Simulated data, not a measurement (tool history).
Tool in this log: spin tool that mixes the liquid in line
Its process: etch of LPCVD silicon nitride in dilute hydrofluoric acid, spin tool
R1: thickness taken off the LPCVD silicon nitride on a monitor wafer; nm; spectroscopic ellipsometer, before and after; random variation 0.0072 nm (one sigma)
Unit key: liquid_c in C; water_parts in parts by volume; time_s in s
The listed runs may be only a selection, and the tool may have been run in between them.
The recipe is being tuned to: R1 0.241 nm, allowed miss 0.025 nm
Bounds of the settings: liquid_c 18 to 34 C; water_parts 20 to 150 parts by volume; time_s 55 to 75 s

{"run": 1, "hour": 0.0, "liquid_c": 26, "water_parts": 85, "time_s": 75, "R1": 0.52622}
{"run": 2, "hour": 5.1, "liquid_c": 26, "water_parts": 70, "time_s": 75, "R1": 0.60445}
{"run": 3, "hour": 13.2, "liquid_c": 24, "water_parts": 85, "time_s": 70, "R1": 0.42934}
{"run": 4, "hour": 19.2, "liquid_c": 22.5, "water_parts": 90, "time_s": 70, "R1": 0.33803}
{"run": 5, "hour": 24.0, "liquid_c": 26, "water_parts": 90, "time_s": 70, "R1": 0.439}
{"hour": 28.9, "done": "hydrofluoric acid flow meter replaced"}
{"run": 6, "hour": 28.9, "liquid_c": 26, "water_parts": 80, "time_s": 70, "R1": 0.4685}
{"run": 7, "hour": 31.7, "liquid_c": 25, "water_parts": 90, "time_s": 65, "R1": 0.34182}
{"run": 8, "hour": 38.3, "liquid_c": 24, "water_parts": 90, "time_s": 65, "R1": 0.33488}
{"run": 9, "hour": 42.7, "liquid_c": 23, "water_parts": 90, "time_s": 65, "R1": 0.29215}
{"run": 10, "hour": 45.0, "liquid_c": 22.5, "water_parts": 90, "time_s": 65, "R1": 0.30009}
{"run": 11, "hour": 52.6, "liquid_c": 22, "water_parts": 90, "time_s": 65, "R1": 0.28438}
{"run": 12, "hour": 53.7, "liquid_c": 22, "water_parts": 90, "time_s": 65, "R1": 0.28548}
{"run": 13, "hour": 62.5, "liquid_c": 21.5, "water_parts": 90, "time_s": 65, "R1": 0.27761}

Next run, 4 choices. One meets every target within its allowed miss, the rest don't. Which?
{"run": "A", "hour": 71.3, "liquid_c": 25, "water_parts": 125, "time_s": 60, "R1": "?"}
{"run": "B", "hour": 71.3, "liquid_c": 22, "water_parts": 100, "time_s": 75, "R1": "?"}
{"run": "C", "hour": 71.3, "liquid_c": 22, "water_parts": 85, "time_s": 65, "R1": "?"}
{"run": "D", "hour": 71.3, "liquid_c": 25.5, "water_parts": 105, "time_s": 65, "R1": "?"}

move=A R1=0.22471
move=B R1=0.28732
move=C R1=0.29206
move=D R1=0.29894
A: in spec on every target
B: its largest miss is bigger than the last run's
C: its largest miss is bigger than the last run's
D: its largest miss is bigger than the last run's
Answer: A

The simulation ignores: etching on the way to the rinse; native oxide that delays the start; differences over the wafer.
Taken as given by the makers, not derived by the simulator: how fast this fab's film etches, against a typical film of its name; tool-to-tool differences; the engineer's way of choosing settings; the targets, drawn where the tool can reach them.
